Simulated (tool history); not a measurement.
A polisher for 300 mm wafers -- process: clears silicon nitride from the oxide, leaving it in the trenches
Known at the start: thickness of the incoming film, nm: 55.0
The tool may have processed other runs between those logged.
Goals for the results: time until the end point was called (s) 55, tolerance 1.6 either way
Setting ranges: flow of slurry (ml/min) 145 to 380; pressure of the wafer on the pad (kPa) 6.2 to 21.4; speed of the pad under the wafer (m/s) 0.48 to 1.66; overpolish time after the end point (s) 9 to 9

run,hour,flow of slurry (ml/min),pressure of the wafer on the pad (kPa),speed of the pad under the wafer (m/s),overpolish time after the end point (s),time until the end point was called (s)
1,0,245,13.8,1.06,9,94.915
2,1.1,205,13.8,1.06,9,96.784
3,9.2,210,15.9,1.06,9,84.04
4,11.7,155,15.9,1.06,9,88.759
5,18.7,155,15.9,0.78,9,119.26
6,25,155,15.9,1.02,9,92.869
7,27,195,17.2,1.02,9,82.129
8,33.5,195,17.2,1.02,9,81.173
9,41.1,195,17.2,1.02,9,82.119
10,45.4,220,18.6,1.04,9,73.529

Of the 5 settings listed for the next run, only one would bring every result within its allowed miss of target. Which one?
A,49.7,275,21.4,1.18,9,?
B,49.7,240,20,1.22,9,?
C,49.7,225,20.7,1.36,9,?
D,49.7,185,19.3,1.46,9,?
E,49.7,230,20.7,1.18,9,?

move,time until the end point was called (s)
A,55.625
B,58.407
C,51.31
D,52.774
E,58.65
A: meets every target
B: better than the last run, though not everything is in spec
C: pushes the last run's worst result past its target
D: pushes the last run's worst result past its target
E: better than the last run, though not everything is in spec
Go with A: it meets all targets.
